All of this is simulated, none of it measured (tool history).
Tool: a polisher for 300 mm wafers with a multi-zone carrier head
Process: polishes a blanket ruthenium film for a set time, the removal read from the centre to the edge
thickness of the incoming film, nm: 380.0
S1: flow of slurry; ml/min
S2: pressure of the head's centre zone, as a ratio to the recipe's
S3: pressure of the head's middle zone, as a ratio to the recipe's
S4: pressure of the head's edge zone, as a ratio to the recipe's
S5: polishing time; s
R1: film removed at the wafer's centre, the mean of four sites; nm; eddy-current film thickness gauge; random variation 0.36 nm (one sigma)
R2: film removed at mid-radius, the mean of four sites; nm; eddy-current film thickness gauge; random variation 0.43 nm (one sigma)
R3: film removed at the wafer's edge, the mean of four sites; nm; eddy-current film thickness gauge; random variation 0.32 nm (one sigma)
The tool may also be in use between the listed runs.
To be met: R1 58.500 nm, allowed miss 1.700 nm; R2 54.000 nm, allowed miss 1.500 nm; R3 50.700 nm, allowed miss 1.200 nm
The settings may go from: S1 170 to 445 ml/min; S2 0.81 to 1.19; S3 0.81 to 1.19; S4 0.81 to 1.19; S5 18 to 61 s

run  hour   S1    S2    S3    S4  S5      R1      R2      R3
  1   0.0  285  1.00  1.00  1.00  39  35.309  35.110  36.297
  2   8.0  300  1.03  1.03  1.02  41  38.900  37.639  38.901
  3  16.2  310  1.05  1.06  1.02  43  41.810  40.434  40.634
  4  24.7  310  1.05  1.06  0.96  43  41.664  40.043  39.386
  5  27.2  315  1.07  1.08  0.97  44  42.940  41.403  40.461
  6  29.7  325  1.09  1.10  0.98  45  45.402  43.396  41.569
  7  31.5  335  1.11  1.11  1.00  46  47.322  44.224  43.368
  8  39.5  335  1.12  1.12  1.00  47  48.402  46.676  44.138
  9  45.1  345  1.13  1.12  1.00  48  50.285  47.213  45.053
 10  51.4  345  1.14  1.13  1.01  49  52.136  48.363  46.061
 11  59.7  350  1.15  1.14  1.02  50  53.075  50.081  47.410
 12  66.3  355  1.16  1.14  1.02  50  53.921  49.530  47.679
 13  73.8  355  1.17  1.15  1.02  50  54.781  49.888  47.184
 14  76.8  355  1.17  1.16  1.03  50  54.271  50.159  48.281
     83.6  -- edge zone pressure recalibrated
 15  83.6  360  1.17  1.16  1.03  50  54.147  49.691  45.643
 16  88.4  360  1.17  1.16  1.02  50  54.434  50.006  45.144
 17  89.8  355  1.17  1.16  1.02  51  55.586  51.416  46.574

Which of these 5 next moves meets every target?
  A  91.2  405  1.18  1.04  1.07  53   ?   ?   ?
  B  91.2  350  1.09  1.17  1.07  54   ?   ?   ?
  C  91.2  330  1.13  1.00  1.11  52   ?   ?   ?
  D  91.2  435  1.14  1.11  1.07  54   ?   ?   ?
  E  91.2  320  1.01  1.16  1.11  55   ?   ?   ?

move      R1      R2      R3
   A  58.873  50.020  49.333
   B  54.712  54.758  49.745
   C  54.264  46.979  48.691
   D  58.285  53.620  50.423
   E  51.142  55.002  51.298
A: nearer than the last run, and not there yet
B: brings the result that was furthest off to its target, and leaves another outside
C: further off than the last run
D: meets every target
E: brings the result that was furthest off to its target, and leaves another outside
Answer: D
